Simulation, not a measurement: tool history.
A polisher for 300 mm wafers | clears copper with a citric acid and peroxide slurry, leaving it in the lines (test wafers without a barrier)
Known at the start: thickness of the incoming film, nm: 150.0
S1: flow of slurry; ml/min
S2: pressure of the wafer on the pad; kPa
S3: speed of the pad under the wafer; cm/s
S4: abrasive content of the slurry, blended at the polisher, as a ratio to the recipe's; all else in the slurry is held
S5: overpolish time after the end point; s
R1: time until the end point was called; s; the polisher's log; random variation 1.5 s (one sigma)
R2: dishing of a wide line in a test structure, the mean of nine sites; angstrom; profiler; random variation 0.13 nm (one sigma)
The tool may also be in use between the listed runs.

run,day,S1,S2,S3,S4,S5,R1,R2
1,0,145,17.9,88,1,21,103.8,206.12
2,0.096,145,17.9,88,1,30,106.64,270.34
3,0.421,145,17.9,78,1,30,120.04,242.76
4,0.6,145,17.9,78,1,27,119.21,223.64
5,0.812,150,16.5,82,1.05,22,113.3,197.66
6,0.992,170,16.5,82,1.05,22,115.42,194.04
7,1.175,180,17.9,78,0.95,18,115.05,163.72
8,1.367,190,20,72,0.85,15,120.62,138.32
9,1.617,200,21.4,70,0.75,13,119.27,121.21
10,1.683,205,22.8,70,0.7,11,112.65,106.6
11,1.871,190,24.1,72,0.65,10,111.5,100.41
# day 2.121: slurry blender recalibrated
12,2.121,165,24.8,80,0.6,9,100.38,100.76

Run 13 comes next. What will it give?
13,2.45,145,25.5,82,0.6,8,?,?

Run 13 gave R1 95.042 s, R2 96.466 angstrom.

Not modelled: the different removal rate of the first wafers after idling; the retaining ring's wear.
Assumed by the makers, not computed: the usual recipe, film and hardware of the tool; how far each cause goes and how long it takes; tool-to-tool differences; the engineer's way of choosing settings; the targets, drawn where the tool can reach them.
